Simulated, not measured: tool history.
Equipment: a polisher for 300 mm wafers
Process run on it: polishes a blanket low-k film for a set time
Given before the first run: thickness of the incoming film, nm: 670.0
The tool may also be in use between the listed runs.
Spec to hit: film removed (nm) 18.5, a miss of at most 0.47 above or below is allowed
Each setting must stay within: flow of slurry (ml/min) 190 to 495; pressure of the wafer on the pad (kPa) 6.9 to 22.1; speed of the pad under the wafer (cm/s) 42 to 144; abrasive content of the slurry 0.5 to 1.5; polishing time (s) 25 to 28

run  hour  flow of slurry (ml/min)  pressure of the wafer on the pad (kPa)  speed of the pad under the wafer (cm/s)  abrasive content of the slurry  polishing time (s)  film removed (nm)
  1     0                      320                                    14.5                                       92                               1                  28             13.673
  2   3.4                      320                                    12.4                                       92                               1                  28             11.956
  3  11.4                      350                                    12.4                                       92                               1                  28             12.193
  4  20.1                      365                                    13.8                                       92                               1                  28             13.379
  5  24.4                      365                                    15.9                                       92                               1                  28             15.283
  6  31.2                      365                                    13.1                                       92                               1                  28             12.833
  7  39.8                      375                                    14.5                                       92                               1                  28             14.035
  8  47.8                      380                                    15.2                                       92                               1                  28             14.889
  9  55.6                      395                                    15.9                                       92                               1                  28             15.555
 10  62.1                      405                                    16.5                                       92                               1                  28             16.088
 11  69.8                      405                                    17.2                                       92                               1                  28             16.714

Which of these 5 next moves meets every target?
  A  77.5                      410                                    17.2                                       88                               1                  27                  ?
  B  77.5                      400                                    21.4                                       76                             1.1                  26                  ?
  C  77.5                      445                                    17.2                                      118                               1                  26                  ?
  D  77.5                      450                                    17.9                                       90                            1.05                  28                  ?
  E  77.5                      350                                    17.9                                      108                             0.9                  26                  ?

move  film removed (nm)
   A             15.865
   B              17.74
   C             18.815
   D             17.814
   E             17.283
A: misses by more than the last run did
B: better than the last run, though not everything is in spec
C: in spec on every target
D: better than the last run, though not everything is in spec
E: better than the last run, though not everything is in spec
So the answer is move C, the one that meets all the targets.

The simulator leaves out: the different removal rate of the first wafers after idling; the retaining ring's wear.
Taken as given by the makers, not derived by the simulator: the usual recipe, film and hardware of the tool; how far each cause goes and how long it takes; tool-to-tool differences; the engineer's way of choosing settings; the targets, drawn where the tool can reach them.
